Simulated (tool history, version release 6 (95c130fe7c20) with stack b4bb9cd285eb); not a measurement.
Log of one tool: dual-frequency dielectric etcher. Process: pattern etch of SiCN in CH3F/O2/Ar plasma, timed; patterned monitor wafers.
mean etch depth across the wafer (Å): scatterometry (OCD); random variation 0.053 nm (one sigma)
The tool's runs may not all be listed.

run	hour	source power (kW)	bias power (kW)	etch time (s)	mean etch depth across the wafer (Å)
1	0	0.43	0.058	60	204.77
2	2.9	0.43	0.062	60	210.62
3	4.9	0.45	0.062	60	214.62
4	10.3	0.37	0.062	60	201.38
5	14.8	0.37	0.062	60	200.42
6	19.5	0.4	0.062	60	205.84
7	27.1	0.42	0.062	60	210.11

Run 8 comes next. What will it give?
8	29.7	0.44	0.062	60	?

Run 8 gave mean etch depth across the wafer (Å) 211.65.

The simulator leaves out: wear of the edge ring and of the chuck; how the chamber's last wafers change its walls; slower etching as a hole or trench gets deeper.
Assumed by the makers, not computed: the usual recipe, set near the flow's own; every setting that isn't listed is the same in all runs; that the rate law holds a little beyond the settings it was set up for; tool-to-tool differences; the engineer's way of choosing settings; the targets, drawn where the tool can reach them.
